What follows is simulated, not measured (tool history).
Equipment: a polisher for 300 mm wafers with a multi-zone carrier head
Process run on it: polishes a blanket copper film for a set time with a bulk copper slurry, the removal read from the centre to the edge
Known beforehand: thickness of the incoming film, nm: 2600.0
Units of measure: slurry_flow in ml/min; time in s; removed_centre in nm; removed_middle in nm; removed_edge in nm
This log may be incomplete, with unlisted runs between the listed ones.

run	hour	slurry_flow	centre_zone	middle_zone	edge_zone	slurry_solids	time	removed_centre	removed_middle	removed_edge
1	0	245	1	1	1	1	78	369.53	378.93	385.45
2	1.1	245	0.99	1	0.99	0.95	77	355.47	369.9	370.11
3	2.1	245	0.98	0.99	0.98	0.9	76	355.15	364.32	356.11
4	10.9	190	0.98	0.99	0.98	0.9	76	333.46	347.87	348.48
5	12	190	0.98	0.99	0.98	0.9	89	395.89	410.57	413.96
6	18.2	185	0.96	0.98	0.98	0.85	87	374.69	394.14	394.39
7	26.6	165	0.86	0.91	0.89	0.6	68	239.44	257.54	265.97

Forecast run 8:
8	27.8	170	0.86	0.92	0.89	0.6	68	?	?	?

{"run 8": {"removed_centre": 234.99, "removed_middle": 261.64, "removed_edge": 265.45}}
